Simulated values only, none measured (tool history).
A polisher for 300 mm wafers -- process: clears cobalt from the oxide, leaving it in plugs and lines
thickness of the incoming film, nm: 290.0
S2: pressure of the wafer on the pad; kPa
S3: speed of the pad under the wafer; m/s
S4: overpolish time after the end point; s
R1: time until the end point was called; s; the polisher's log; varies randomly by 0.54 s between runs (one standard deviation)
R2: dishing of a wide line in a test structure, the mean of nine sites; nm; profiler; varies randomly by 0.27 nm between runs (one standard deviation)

{"run": 1, "day": 0.0, "flow of slurry (ml/min)": 190, "S2": 15.9, "S3": 1.24, "S4": 10, "R1": 44.889, "R2": 21.651}
{"run": 2, "day": 0.058, "flow of slurry (ml/min)": 190, "S2": 15.2, "S3": 1.24, "S4": 9, "R1": 46.732, "R2": 21.796}
{"run": 3, "day": 0.2, "flow of slurry (ml/min)": 150, "S2": 15.2, "S3": 1.24, "S4": 9, "R1": 47.764, "R2": 21.249}
{"run": 4, "day": 0.55, "flow of slurry (ml/min)": 150, "S2": 16.5, "S3": 1.24, "S4": 9, "R1": 44.496, "R2": 21.958}
{"run": 5, "day": 0.592, "flow of slurry (ml/min)": 150, "S2": 13.1, "S3": 1.24, "S4": 9, "R1": 56.201, "R2": 20.414}
{"run": 6, "day": 0.629, "flow of slurry (ml/min)": 130, "S2": 13.1, "S3": 1.24, "S4": 9, "R1": 56.767, "R2": 19.854}
{"run": 7, "day": 0.788, "flow of slurry (ml/min)": 130, "S2": 12.4, "S3": 1.3, "S4": 8, "R1": 57.491, "R2": 19.231}

Expected results for the next run?
{"run": 8, "day": 1.071, "flow of slurry (ml/min)": 130, "S2": 12.4, "S3": 1.3, "S4": 8, "R1": "?", "R2": "?"}

Logged for run 8: R1 59.187 s, R2 19.042 nm.

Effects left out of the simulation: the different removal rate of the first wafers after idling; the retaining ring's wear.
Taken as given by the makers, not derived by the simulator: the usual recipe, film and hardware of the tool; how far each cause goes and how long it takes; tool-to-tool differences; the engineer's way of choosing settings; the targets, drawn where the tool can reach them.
